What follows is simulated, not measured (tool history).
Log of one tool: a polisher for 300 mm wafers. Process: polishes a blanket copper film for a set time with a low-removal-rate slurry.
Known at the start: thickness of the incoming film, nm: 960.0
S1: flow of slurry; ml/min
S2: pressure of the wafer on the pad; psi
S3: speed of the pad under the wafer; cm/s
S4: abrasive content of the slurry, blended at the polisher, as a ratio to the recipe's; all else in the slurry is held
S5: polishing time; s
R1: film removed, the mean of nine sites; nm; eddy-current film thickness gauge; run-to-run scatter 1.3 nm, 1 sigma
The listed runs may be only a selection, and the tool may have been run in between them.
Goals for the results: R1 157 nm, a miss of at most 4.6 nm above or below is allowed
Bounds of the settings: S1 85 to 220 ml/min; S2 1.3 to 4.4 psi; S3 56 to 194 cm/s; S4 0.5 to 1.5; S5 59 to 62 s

run,day,S1,S2,S3,S4,S5,R1
1,0,140,2.8,124,1,59,241.32
2,0.362,135,2.5,124,1,59,218.09
3,0.583,135,2.5,124,0.8,59,211.18
4,0.788,135,2.5,124,0.9,59,216.29
5,0.946,135,1.9,124,0.9,59,180.82
6,1.029,130,1.8,124,0.9,59,171.93
7,1.192,125,1.8,124,0.9,59,170.5
8,1.246,120,1.8,124,0.9,59,170.82
9,1.396,115,1.7,124,0.9,59,160.58

Exactly one of the 5 candidate moves below puts every result within its allowed miss. Which one?
A,1.546,130,1.7,120,0.95,60,?
B,1.546,135,1.4,120,1.05,61,?
C,1.546,140,2.4,80,1.25,60,?
D,1.546,130,1.7,126,0.8,60,?
E,1.546,85,2.6,102,0.85,59,?

move,R1
A,167.45
B,156.29
C,168.37
D,167.7
E,167.5
A: lands further from the targets than the last run did
B: every result within its allowed miss
C: lands further from the targets than the last run did
D: lands further from the targets than the last run did
E: lands further from the targets than the last run did
So the answer is move B, the one that meets all the targets.

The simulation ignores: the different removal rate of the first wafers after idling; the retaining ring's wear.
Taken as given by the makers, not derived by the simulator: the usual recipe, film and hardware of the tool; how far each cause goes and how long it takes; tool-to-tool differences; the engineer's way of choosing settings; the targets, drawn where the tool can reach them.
